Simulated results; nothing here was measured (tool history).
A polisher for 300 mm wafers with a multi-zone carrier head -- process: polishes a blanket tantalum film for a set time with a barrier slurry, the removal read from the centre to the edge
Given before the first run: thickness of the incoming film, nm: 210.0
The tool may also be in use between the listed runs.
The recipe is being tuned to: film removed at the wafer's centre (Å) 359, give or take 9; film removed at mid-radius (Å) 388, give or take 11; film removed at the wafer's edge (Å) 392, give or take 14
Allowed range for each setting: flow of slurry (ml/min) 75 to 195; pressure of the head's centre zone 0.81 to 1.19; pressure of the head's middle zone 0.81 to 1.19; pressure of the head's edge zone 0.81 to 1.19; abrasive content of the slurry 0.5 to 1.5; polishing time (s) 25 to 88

run,day,flow of slurry (ml/min),pressure of the head's centre zone,pressure of the head's middle zone,pressure of the head's edge zone,abrasive content of the slurry,polishing time (s),film removed at the wafer's centre (Å),film removed at mid-radius (Å),film removed at the wafer's edge (Å)
1,0,125,1,1,1,1,56,719.05,718.46,744.97
2,0.254,120,0.97,0.99,0.96,0.85,50,588.25,606.43,592.84
3,0.496,120,0.97,0.99,1.01,0.85,50,585.14,599.59,620.36
4,0.6,110,0.93,0.95,0.98,0.75,48,506.62,511.44,548.04
5,0.642,105,0.9,0.94,0.94,0.7,47,456.6,489.91,516.44
6,0.896,105,0.9,0.94,0.94,0.6,47,421.31,446.24,469.55
7,1.146,100,0.9,0.93,0.91,0.55,46,388.17,408.46,428.12
8,1.35,95,0.9,0.93,0.89,0.55,46,384.79,403.87,422.21
9,1.671,90,0.9,0.93,0.87,0.55,46,375.93,402.88,415.67
10,1.929,85,0.9,0.93,0.85,0.55,46,369.79,398.98,412.02
11,2.188,85,0.9,0.93,0.84,0.55,46,368.38,398.2,408.09
12,2.412,85,0.9,0.93,0.83,0.55,46,374.39,394.91,408.12
13,2.712,85,0.9,0.94,0.82,0.55,46,369.2,396.79,411.24
14,2.883,85,0.91,0.95,0.82,0.55,46,375.53,392.3,411.32
15,2.946,85,0.9,0.92,0.82,0.55,46,368.2,393.66,400.82
16,3.292,85,0.9,0.91,0.82,0.55,46,371.32,393.05,404.23

Next run, 4 choices. One meets every target within its allowed miss, the rest don't. Which?
A,3.638,75,0.87,0.9,0.87,0.5,51,?,?,?
B,3.638,120,0.87,0.92,0.81,0.55,42,?,?,?
C,3.638,105,0.82,0.93,0.81,0.55,43,?,?,?
D,3.638,75,0.89,0.92,0.97,0.75,40,?,?,?

move,film removed at the wafer's centre (Å),film removed at mid-radius (Å),film removed at the wafer's edge (Å)
A,360.8,383.21,421.89
B,357.27,379.22,386.64
C,333.86,380.9,388.32
D,360.38,380.18,428.53
A: gets the furthest-off result to its target, but another result is out of tolerance
B: hits every target within its allowed miss
C: pushes the last run's worst result past its target
D: gets the furthest-off result to its target, but another result is out of tolerance
B meets every target.
